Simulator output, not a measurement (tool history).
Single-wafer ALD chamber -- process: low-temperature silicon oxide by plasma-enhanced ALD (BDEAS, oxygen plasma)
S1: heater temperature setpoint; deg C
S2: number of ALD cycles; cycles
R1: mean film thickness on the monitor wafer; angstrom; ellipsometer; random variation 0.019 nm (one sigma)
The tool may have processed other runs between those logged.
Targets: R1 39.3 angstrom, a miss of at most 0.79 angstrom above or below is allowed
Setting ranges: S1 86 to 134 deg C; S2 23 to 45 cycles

run  hour   S1  S2      R1
  1     0  110  34  45.692
  2   1.5  116  34  45.541
  3  10.3  116  37  49.287
  4  14.1  108  37  50.015
  5  22.1  117  37  49.389
  6  23.2  117  34  45.024
  7  26.8  120  29  38.548
  8  30.6  119  29  38.458

Of the 4 settings listed for the next run, only one would bring every result within its allowed miss of target. Which one?
  A  34.4  113  28   ?
  B  34.4  117  27   ?
  C  34.4  130  29   ?
  D  34.4  125  30   ?

move      R1
   A  37.341
   B  35.703
   C  37.288
   D  38.995
A: further off than the last run
B: further off than the last run
C: further off than the last run
D: in spec on every target
Move D is the one to make.
